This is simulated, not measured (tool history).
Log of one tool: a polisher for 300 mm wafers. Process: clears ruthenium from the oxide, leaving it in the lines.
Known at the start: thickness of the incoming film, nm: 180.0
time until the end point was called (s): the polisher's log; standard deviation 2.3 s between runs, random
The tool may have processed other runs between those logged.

| run | hour | flow of slurry (ml/min) | pressure of the wafer on the pad (kPa) | speed of the pad under the wafer (cm/s) | overpolish time after the end point (s) | time until the end point was called (s) |
|---|---|---|---|---|---|---|
| 1 | 0 | 135 | 15.2 | 110 | 13 | 150.11 |
| 2 | 7 | 135 | 15.2 | 98 | 13 | 168.95 |
| 3 | 8.9 | 135 | 14.5 | 98 | 13 | 175.28 |
| 4 | 17.4 | 135 | 16.5 | 98 | 13 | 152.4 |
| 5 | 25.3 | 165 | 16.5 | 98 | 13 | 149.11 |
| 6 | 30.4 | 165 | 16.5 | 98 | 13 | 147.54 |
| 7 | 33.4 | 165 | 15.9 | 98 | 13 | 157.19 |
| 8 | 39 | 165 | 15.2 | 98 | 13 | 160.7 |
| 9 | 47.7 | 160 | 14.5 | 98 | 13 | 168.41 |

Forecast run 10:
| 10 | 48.6 | 155 | 13.8 | 98 | 13 | ? |

time until the end point was called (s): 178.72
